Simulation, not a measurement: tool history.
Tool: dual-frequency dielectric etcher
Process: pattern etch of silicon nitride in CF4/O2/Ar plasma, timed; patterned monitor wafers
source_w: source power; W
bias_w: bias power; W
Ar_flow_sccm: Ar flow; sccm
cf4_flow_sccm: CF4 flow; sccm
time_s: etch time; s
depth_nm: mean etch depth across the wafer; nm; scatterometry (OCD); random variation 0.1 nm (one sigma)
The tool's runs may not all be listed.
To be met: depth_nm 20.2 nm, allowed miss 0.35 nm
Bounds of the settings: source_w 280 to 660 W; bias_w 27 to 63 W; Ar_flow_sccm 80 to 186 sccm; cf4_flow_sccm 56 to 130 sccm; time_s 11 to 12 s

run 1 hour=0 | source_w=470 bias_w=45 Ar_flow_sccm=133 cf4_flow_sccm=93 time_s=12 | depth_nm=17.897
run 2 hour=6.5 | source_w=410 bias_w=45 Ar_flow_sccm=133 cf4_flow_sccm=93 time_s=12 | depth_nm=16.311
run 3 hour=13.6 | source_w=430 bias_w=45 Ar_flow_sccm=133 cf4_flow_sccm=93 time_s=12 | depth_nm=16.86
run 4 hour=20.8 | source_w=430 bias_w=45 Ar_flow_sccm=133 cf4_flow_sccm=106 time_s=12 | depth_nm=17.236
run 5 hour=28.4 | source_w=430 bias_w=50 Ar_flow_sccm=133 cf4_flow_sccm=106 time_s=12 | depth_nm=17.703
run 6 hour=31 | source_w=390 bias_w=50 Ar_flow_sccm=133 cf4_flow_sccm=106 time_s=12 | depth_nm=16.731
run 7 hour=36.5 | source_w=410 bias_w=50 Ar_flow_sccm=133 cf4_flow_sccm=106 time_s=12 | depth_nm=17.202
run 8 hour=42 | source_w=430 bias_w=50 Ar_flow_sccm=133 cf4_flow_sccm=106 time_s=12 | depth_nm=17.641
run 9 hour=45.3 | source_w=440 bias_w=50 Ar_flow_sccm=133 cf4_flow_sccm=106 time_s=12 | depth_nm=18.009

5 next moves are on the table. One of them brings every result within its allowed miss. Which?
run A hour=48.6 | source_w=400 bias_w=56 Ar_flow_sccm=143 cf4_flow_sccm=95 time_s=11.5 | depth_nm=?
run B hour=48.6 | source_w=400 bias_w=54 Ar_flow_sccm=108 cf4_flow_sccm=116 time_s=11 | depth_nm=?
run C hour=48.6 | source_w=520 bias_w=51 Ar_flow_sccm=130 cf4_flow_sccm=127 time_s=11.5 | depth_nm=?
run D hour=48.6 | source_w=470 bias_w=52 Ar_flow_sccm=126 cf4_flow_sccm=106 time_s=11.5 | depth_nm=?
run E hour=48.6 | source_w=370 bias_w=48 Ar_flow_sccm=115 cf4_flow_sccm=87 time_s=12 | depth_nm=?

move=A depth_nm=16.47
move=B depth_nm=16.797
move=C depth_nm=20.134
move=D depth_nm=18.589
move=E depth_nm=15.992
A: further off than the last run
B: further off than the last run
C: meets every target
D: nearer than the last run, and not there yet
E: further off than the last run
Move C is the one to make.

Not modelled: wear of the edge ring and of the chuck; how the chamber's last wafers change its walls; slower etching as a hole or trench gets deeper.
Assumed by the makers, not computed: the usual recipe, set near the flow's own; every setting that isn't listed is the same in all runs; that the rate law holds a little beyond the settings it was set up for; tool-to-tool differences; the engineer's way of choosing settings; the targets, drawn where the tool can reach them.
